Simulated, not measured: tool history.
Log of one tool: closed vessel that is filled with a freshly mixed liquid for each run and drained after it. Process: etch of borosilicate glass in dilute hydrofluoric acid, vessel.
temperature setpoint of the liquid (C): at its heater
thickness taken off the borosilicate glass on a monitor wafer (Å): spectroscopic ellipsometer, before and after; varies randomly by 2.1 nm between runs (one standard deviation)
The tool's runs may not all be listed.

run  hour  temperature setpoint of the liquid (C)  parts of water to one part of 49 % hydrofluoric acid (parts by volume)  time in the liquid (s)  thickness taken off the borosilicate glass on a monitor wafer (Å)
  1     0                                      24                                                                     150                     320                                                             623.25
  2   4.9                                      25                                                                     135                     320                                                             726.94
  3   8.2                                      26                                                                     120                     320                                                             860.69
  4  11.2                                    26.5                                                                     110                     320                                                             990.02
     12.9  -- hydrofluoric acid flow meter replaced
  5  12.9                                    26.5                                                                     140                     320                                                             670.88
  6  19.9                                    26.5                                                                     125                     320                                                             741.21
  7  26.7                                    25.5                                                                     115                     320                                                              797.9
  8  31.4                                    26.5                                                                     105                     325                                                             940.04
  9  32.4                                    26.5                                                                     105                     325                                                             932.83

Forecast run 10:
 10  36.9                                      27                                                                      95                     330                                                                  ?

{"run 10": {"thickness taken off the borosilicate glass on a monitor wafer (Å)": 1081.4}}
